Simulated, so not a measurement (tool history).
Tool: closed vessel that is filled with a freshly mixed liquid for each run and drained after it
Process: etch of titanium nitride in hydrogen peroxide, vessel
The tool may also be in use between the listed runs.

run,hour,temperature setpoint of the liquid (K),concentration of hydrogen peroxide in the mixed liquid (% by weight),time in the liquid (s),thickness taken off the titanium nitride on a monitor wafer (Å)
1,0.0,324.15,20.5,215,86.193
2,4.4,320.65,20.5,215,66.869
3,9.8,320.65,18.5,215,64.726
4,11.7,320.65,17.0,215,63.733
5,16.5,317.65,17.0,215,52.262
6,22.9,317.65,17.0,215,50.719
7,32.3,310.15,16.5,215,28.496

The next listed run, before its measurement:
8,34.8,310.65,16.5,215,?

thickness taken off the titanium nitride on a monitor wafer (Å): 30.110
